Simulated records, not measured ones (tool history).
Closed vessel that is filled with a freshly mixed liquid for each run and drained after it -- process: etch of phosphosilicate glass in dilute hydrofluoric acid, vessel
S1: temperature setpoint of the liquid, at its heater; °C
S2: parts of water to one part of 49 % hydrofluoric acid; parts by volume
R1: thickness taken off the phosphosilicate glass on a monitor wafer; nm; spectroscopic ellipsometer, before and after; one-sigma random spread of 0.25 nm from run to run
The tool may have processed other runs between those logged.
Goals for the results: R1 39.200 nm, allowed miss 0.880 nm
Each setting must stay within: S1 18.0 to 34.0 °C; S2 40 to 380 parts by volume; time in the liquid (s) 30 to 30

run 1 hour=0.0 | S1=26.0 S2=210 time_in_the_liquid_(s)=30 | R1=17.615
run 2 hour=4.7 | S1=22.5 S2=210 time_in_the_liquid_(s)=30 | R1=15.664
run 3 hour=5.9 | S1=22.5 S2=175 time_in_the_liquid_(s)=30 | R1=19.376
run 4 hour=12.6 | S1=22.5 S2=175 time_in_the_liquid_(s)=30 | R1=19.359
run 5 hour=15.8 | S1=25.0 S2=165 time_in_the_liquid_(s)=30 | R1=22.858
run 6 hour=18.0 | S1=25.0 S2=165 time_in_the_liquid_(s)=30 | R1=22.799
run 7 hour=26.8 | S1=27.0 S2=155 time_in_the_liquid_(s)=30 | R1=26.377
run 8 hour=31.6 | S1=31.0 S2=130 time_in_the_liquid_(s)=30 | R1=37.699
run 9 hour=40.5 | S1=31.0 S2=130 time_in_the_liquid_(s)=30 | R1=37.511

Consider the 5 candidate settings below. Which is the only one whose results all fall within their allowed miss of target?
run A hour=49.4 | S1=32.5 S2=140 time_in_the_liquid_(s)=30 | R1=?
run B hour=49.4 | S1=33.5 S2=135 time_in_the_liquid_(s)=30 | R1=?
run C hour=49.4 | S1=26.5 S2=115 time_in_the_liquid_(s)=30 | R1=?
run D hour=49.4 | S1=29.5 S2=125 time_in_the_liquid_(s)=30 | R1=?
run E hour=49.4 | S1=30.5 S2=135 time_in_the_liquid_(s)=30 | R1=?

move=A R1=36.570
move=B R1=39.570
move=C R1=37.109
move=D R1=37.630
move=E R1=35.602
A: further off than the last run
B: all results land within tolerance of their targets
C: further off than the last run
D: nearer the targets than the last run, but a result is still out of spec
E: further off than the last run
Answer: B

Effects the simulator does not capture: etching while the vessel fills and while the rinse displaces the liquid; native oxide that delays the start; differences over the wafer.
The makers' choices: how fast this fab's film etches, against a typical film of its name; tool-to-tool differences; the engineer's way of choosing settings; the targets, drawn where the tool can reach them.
